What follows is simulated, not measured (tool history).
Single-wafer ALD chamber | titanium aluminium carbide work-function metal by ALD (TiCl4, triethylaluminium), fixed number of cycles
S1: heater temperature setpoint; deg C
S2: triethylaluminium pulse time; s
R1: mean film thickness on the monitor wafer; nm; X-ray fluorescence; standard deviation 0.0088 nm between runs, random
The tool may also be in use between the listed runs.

run  hour   S1     S2      R1
  1     0  290  11.53  1.8522
  2   2.6  297  11.53  1.8942
  3   7.9  299  11.76  1.9409
  4    11  299   8.82  1.8845
  5    19  301   8.98  1.9094
  6  24.8  301    6.3  1.8347
  7  25.4  301    6.3  1.8518
  8  32.8  301    6.3  1.8591
  9  33.9  303   6.52  1.8643

Estimate the outcome of run 10 from the log above:
 10  35.7  305  6.86   ?

{"run 10": {"R1": 1.8957}}

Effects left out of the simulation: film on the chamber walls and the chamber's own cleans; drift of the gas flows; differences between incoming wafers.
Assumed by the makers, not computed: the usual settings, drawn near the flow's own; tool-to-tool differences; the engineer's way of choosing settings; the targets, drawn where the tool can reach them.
